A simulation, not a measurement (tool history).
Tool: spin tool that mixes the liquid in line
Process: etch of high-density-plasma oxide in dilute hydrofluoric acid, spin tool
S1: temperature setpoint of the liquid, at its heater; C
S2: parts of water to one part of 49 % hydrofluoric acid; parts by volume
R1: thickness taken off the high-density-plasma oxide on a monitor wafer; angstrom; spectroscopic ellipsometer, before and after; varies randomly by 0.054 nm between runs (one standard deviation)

run 1 day=0 | S1=26 S2=185 time_under_the_liquid_(s)=305 | R1=100.53
run 2 day=0.075 | S1=25 S2=190 time_under_the_liquid_(s)=305 | R1=93.227
run 3 day=0.45 | S1=22 S2=190 time_under_the_liquid_(s)=305 | R1=82.912
run 4 day=0.5 | S1=21.5 S2=195 time_under_the_liquid_(s)=305 | R1=81.247
run 5 day=0.583 | S1=21.5 S2=195 time_under_the_liquid_(s)=325 | R1=84.268
run 6 day=0.883 | S1=24 S2=195 time_under_the_liquid_(s)=325 | R1=93.988

Estimate the outcome of run 7 from the log above:
run 7 day=1.129 | S1=23 S2=200 time_under_the_liquid_(s)=325 | R1=?

{"run 7": {"R1": 87.859}}
